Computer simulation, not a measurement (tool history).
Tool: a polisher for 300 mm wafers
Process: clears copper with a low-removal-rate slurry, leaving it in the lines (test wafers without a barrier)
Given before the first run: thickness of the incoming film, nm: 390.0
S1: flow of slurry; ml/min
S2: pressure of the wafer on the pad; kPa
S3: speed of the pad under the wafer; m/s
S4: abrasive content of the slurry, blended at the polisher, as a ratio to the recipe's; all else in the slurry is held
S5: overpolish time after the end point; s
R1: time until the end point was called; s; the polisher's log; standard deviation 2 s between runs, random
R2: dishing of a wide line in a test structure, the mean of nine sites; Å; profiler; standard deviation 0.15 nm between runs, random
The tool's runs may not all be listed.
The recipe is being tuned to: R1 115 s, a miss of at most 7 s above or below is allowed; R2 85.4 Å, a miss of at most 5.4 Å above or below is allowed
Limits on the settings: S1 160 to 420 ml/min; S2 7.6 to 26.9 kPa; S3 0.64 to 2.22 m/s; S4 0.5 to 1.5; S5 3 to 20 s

Run 1, hour 0: S1 270 ml/min, S2 17.2 kPa, S3 1.42 m/s, S4 1, S5 10 s. Result: R1 120.82 s, R2 175.85 Å.
Run 2, hour 2.2: S1 270 ml/min, S2 13.8 kPa, S3 1.42 m/s, S4 1, S5 10 s. Result: R1 138.16 s, R2 148.2 Å.
Run 3, hour 8: S1 270 ml/min, S2 13.8 kPa, S3 1.76 m/s, S4 1, S5 10 s. Result: R1 116.55 s, R2 179.56 Å.
Run 4, hour 12.9: S1 270 ml/min, S2 13.8 kPa, S3 1.76 m/s, S4 0.9, S5 10 s. Result: R1 118.97 s, R2 171.89 Å.
Run 5, hour 19.6: S1 270 ml/min, S2 13.8 kPa, S3 1.76 m/s, S4 0.8, S5 10 s. Result: R1 122.57 s, R2 169.69 Å.
Run 6, hour 22.3: S1 310 ml/min, S2 11.7 kPa, S3 1.82 m/s, S4 0.9, S5 8 s. Result: R1 124.61 s, R2 143.53 Å.
Run 7, hour 28: S1 330 ml/min, S2 11.7 kPa, S3 1.84 m/s, S4 0.85, S5 6 s. Result: R1 124.99 s, R2 108.13 Å.
Run 8, hour 34.3: S1 330 ml/min, S2 12.4 kPa, S3 1.82 m/s, S4 0.8, S5 5 s. Result: R1 127.17 s, R2 90.668 Å.
Run 9, hour 37.5: S1 330 ml/min, S2 13.1 kPa, S3 1.82 m/s, S4 0.8, S5 5 s. Result: R1 123.28 s, R2 96.851 Å.
Run 10, hour 40.5: S1 330 ml/min, S2 13.8 kPa, S3 1.82 m/s, S4 0.8, S5 5 s. Result: R1 117.64 s, R2 100.34 Å.
Run 11, hour 45: S1 330 ml/min, S2 14.5 kPa, S3 1.82 m/s, S4 0.8, S5 5 s. Result: R1 114.85 s, R2 100.31 Å.
Run 12, hour 50.3: S1 330 ml/min, S2 14.5 kPa, S3 1.82 m/s, S4 0.8, S5 5 s. Result: R1 116.69 s, R2 100.79 Å.
Run 13, hour 53.3: S1 330 ml/min, S2 15.2 kPa, S3 1.82 m/s, S4 0.8, S5 5 s. Result: R1 112.28 s, R2 101.79 Å.
Run 14, hour 60: S1 330 ml/min, S2 15.2 kPa, S3 1.8 m/s, S4 0.8, S5 5 s. Result: R1 109.74 s, R2 105.4 Å.

Which single option among these 5 for the next run brings every result within its allowed miss of target? Just one does.
Run A, hour 66.7: S1 310 ml/min, S2 12.4 kPa, S3 1.76 m/s, S4 1.15, S5 4 s. Result: R1 ?, R2 ?.
Run B, hour 66.7: S1 325 ml/min, S2 15.9 kPa, S3 1.84 m/s, S4 0.8, S5 7 s. Result: R1 ?, R2 ?.
Run C, hour 66.7: S1 285 ml/min, S2 15.2 kPa, S3 1.82 m/s, S4 0.8, S5 6 s. Result: R1 ?, R2 ?.
Run D, hour 66.7: S1 420 ml/min, S2 19.3 kPa, S3 1.52 m/s, S4 0.8, S5 7 s. Result: R1 ?, R2 ?.
Run E, hour 66.7: S1 360 ml/min, S2 17.9 kPa, S3 1.72 m/s, S4 0.85, S5 6 s. Result: R1 ?, R2 ?.

move      R1      R2
   A  116.58  85.271
   B  108.19  144.63
   C  113.52   123.1
   D  110.89  142.26
   E  103.23  133.15
A: all results in spec
B: its largest miss is bigger than the last run's
C: its largest miss is bigger than the last run's
D: its largest miss is bigger than the last run's
E: its largest miss is bigger than the last run's
Go with A: it meets all targets.

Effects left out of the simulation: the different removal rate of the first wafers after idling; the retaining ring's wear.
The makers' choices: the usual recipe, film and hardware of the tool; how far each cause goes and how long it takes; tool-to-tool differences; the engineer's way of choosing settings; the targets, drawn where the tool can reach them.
